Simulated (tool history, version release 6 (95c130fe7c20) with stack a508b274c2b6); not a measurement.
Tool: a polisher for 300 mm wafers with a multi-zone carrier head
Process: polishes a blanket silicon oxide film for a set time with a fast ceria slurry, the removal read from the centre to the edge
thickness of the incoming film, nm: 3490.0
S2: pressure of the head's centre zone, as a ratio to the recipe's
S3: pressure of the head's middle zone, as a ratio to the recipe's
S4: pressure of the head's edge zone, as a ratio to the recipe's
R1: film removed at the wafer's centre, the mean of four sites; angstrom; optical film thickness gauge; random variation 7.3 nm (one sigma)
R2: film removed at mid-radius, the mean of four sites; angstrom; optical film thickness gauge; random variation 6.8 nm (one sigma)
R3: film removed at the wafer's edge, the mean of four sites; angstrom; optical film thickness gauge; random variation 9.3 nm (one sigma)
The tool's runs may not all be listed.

run 1 hour=0 | flow_of_slurry_(ml/min)=180 S2=1 S3=1 S4=1 polishing_time_(s)=31 | R1=5422 R2=5726.7 R3=5447.7
run 2 hour=1.8 | flow_of_slurry_(ml/min)=180 S2=1 S3=1 S4=1 polishing_time_(s)=36 | R1=6338.4 R2=6659.1 R3=6463.8
run 3 hour=6.2 | flow_of_slurry_(ml/min)=180 S2=1 S3=1 S4=1.06 polishing_time_(s)=36 | R1=6291.6 R2=6666.4 R3=6546.1
run 4 hour=9.4 | flow_of_slurry_(ml/min)=215 S2=1 S3=1 S4=1.06 polishing_time_(s)=36 | R1=6563.2 R2=6836.1 R3=6600.5
run 5 hour=17.5 | flow_of_slurry_(ml/min)=210 S2=1.04 S3=1.03 S4=1.07 polishing_time_(s)=38 | R1=7058 R2=7514.4 R3=7061.8
run 6 hour=21.2 | flow_of_slurry_(ml/min)=210 S2=1.04 S3=1 S4=1.07 polishing_time_(s)=38 | R1=7167.6 R2=7230.1 R3=7000.3
run 7 hour=26.6 | flow_of_slurry_(ml/min)=215 S2=1.07 S3=1.01 S4=1.08 polishing_time_(s)=40 | R1=7874.4 R2=7660.7 R3=7398.9

Run 8 comes next. What will it give?
run 8 hour=30.3 | flow_of_slurry_(ml/min)=225 S2=1.09 S3=1.02 S4=1.1 polishing_time_(s)=41 | R1=? R2=? R3=?

R1: 8233.2 angstrom
R2: 7969.7 angstrom
R3: 7758.3 angstrom

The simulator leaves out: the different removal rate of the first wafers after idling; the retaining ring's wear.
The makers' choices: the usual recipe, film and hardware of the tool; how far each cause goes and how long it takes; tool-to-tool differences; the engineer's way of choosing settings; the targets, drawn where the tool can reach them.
